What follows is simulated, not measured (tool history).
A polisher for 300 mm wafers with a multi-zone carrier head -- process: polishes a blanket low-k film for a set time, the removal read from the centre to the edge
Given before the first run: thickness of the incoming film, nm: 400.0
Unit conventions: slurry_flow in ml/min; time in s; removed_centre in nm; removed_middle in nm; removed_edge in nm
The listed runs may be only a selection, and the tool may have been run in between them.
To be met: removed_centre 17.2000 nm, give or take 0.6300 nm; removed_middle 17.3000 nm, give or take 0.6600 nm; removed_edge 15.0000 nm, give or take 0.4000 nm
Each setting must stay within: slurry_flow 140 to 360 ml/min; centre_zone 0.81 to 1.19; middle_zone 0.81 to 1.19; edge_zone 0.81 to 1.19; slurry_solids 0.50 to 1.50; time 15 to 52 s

| run | hour | slurry_flow | centre_zone | middle_zone | edge_zone | slurry_solids | time | removed_centre | removed_middle | removed_edge |
|---|---|---|---|---|---|---|---|---|---|---|
| 1 | 0.0 | 230 | 1.00 | 1.00 | 1.00 | 1.00 | 33 | 9.3443 | 9.7031 | 9.2281 |
| 2 | 4.8 | 235 | 1.02 | 1.02 | 1.01 | 1.05 | 34 | 10.2140 | 10.4850 | 9.7269 |
| 3 | 12.4 | 240 | 1.03 | 1.03 | 1.02 | 1.10 | 35 | 10.7270 | 10.6330 | 10.1320 |
| 4 | 19.0 | 210 | 1.03 | 1.03 | 1.02 | 1.10 | 35 | 10.4940 | 10.7440 | 10.0330 |
| 5 | 24.0 | 215 | 1.03 | 1.04 | 1.02 | 1.15 | 36 | 10.8530 | 11.0600 | 10.4270 |
| 6 | 24.8 | 220 | 1.04 | 1.06 | 1.02 | 1.20 | 37 | 11.3530 | 12.0240 | 11.0010 |
| 7 | 30.7 | 230 | 1.05 | 1.07 | 1.02 | 1.25 | 38 | 12.1610 | 12.5870 | 11.4860 |
| 8 | 32.6 | 235 | 1.06 | 1.08 | 1.02 | 1.30 | 39 | 12.9760 | 13.3320 | 11.8450 |
| 9 | 33.6 | 240 | 1.07 | 1.09 | 1.03 | 1.30 | 40 | 13.4980 | 13.7410 | 12.1250 |
| 10 | 42.6 | 245 | 1.07 | 1.09 | 1.03 | 1.30 | 41 | 13.6130 | 13.8850 | 12.5840 |
| 11 | 44.2 | 245 | 1.07 | 1.09 | 1.03 | 1.30 | 41 | 13.5670 | 14.2830 | 12.5530 |
| 12 | 49.6 | 295 | 1.17 | 1.18 | 1.13 | 1.50 | 41 | 15.8070 | 16.0670 | 13.7810 |

Next run, 4 choices. One meets every target within its allowed miss, the rest don't. Which?
| A | 55.0 | 270 | 1.03 | 1.13 | 1.17 | 1.50 | 47 | ? | ? | ? |
| B | 55.0 | 350 | 1.14 | 1.13 | 1.13 | 1.45 | 42 | ? | ? | ? |
| C | 55.0 | 325 | 1.09 | 1.19 | 0.99 | 1.50 | 47 | ? | ? | ? |
| D | 55.0 | 180 | 1.18 | 1.19 | 1.10 | 1.20 | 50 | ? | ? | ? |

| move | removed_centre | removed_middle | removed_edge |
|---|---|---|---|
| A | 16.0760 | 17.2570 | 16.1980 |
| B | 16.2220 | 15.6720 | 14.3680 |
| C | 17.3910 | 18.3940 | 15.1060 |
| D | 17.2750 | 17.0050 | 15.0150 |
A: pushes the last run's worst result past its target
B: moves toward the targets from the last run without getting all of them in spec
C: the furthest-off result lands on target, but another misses its tolerance
D: all results land within tolerance of their targets
The move that meets every target is D.
